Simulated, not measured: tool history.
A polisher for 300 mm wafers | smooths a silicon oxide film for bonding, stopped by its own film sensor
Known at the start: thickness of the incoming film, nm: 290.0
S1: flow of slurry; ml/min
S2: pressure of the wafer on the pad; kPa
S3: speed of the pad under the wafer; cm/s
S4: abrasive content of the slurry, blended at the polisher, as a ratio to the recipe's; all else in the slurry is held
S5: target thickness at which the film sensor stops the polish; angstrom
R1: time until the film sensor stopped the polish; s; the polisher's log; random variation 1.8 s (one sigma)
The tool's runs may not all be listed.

{"run": 1, "hour": 0.0, "S1": 130, "S2": 17.9, "S3": 72, "S4": 1.0, "S5": 1950, "R1": 119.96}
{"run": 2, "hour": 7.2, "S1": 130, "S2": 21.4, "S3": 72, "S4": 1.0, "S5": 1950, "R1": 97.489}
{"run": 3, "hour": 16.1, "S1": 130, "S2": 21.4, "S3": 72, "S4": 1.0, "S5": 1950, "R1": 97.427}
{"run": 4, "hour": 21.4, "S1": 130, "S2": 21.4, "S3": 72, "S4": 1.0, "S5": 1910, "R1": 102.53}
{"run": 5, "hour": 25.0, "S1": 130, "S2": 20.0, "S3": 72, "S4": 1.0, "S5": 1910, "R1": 110.12}
{"run": 6, "hour": 30.2, "S1": 130, "S2": 20.0, "S3": 86, "S4": 1.0, "S5": 1910, "R1": 96.131}
{"run": 7, "hour": 31.0, "S1": 130, "S2": 18.6, "S3": 86, "S4": 1.0, "S5": 1910, "R1": 104.59}

Run 8 comes next. What will it give?
{"run": 8, "hour": 38.5, "S1": 110, "S2": 13.8, "S3": 84, "S4": 1.0, "S5": 1910, "R1": "?"}

{"run 8": {"R1": 141.75}}
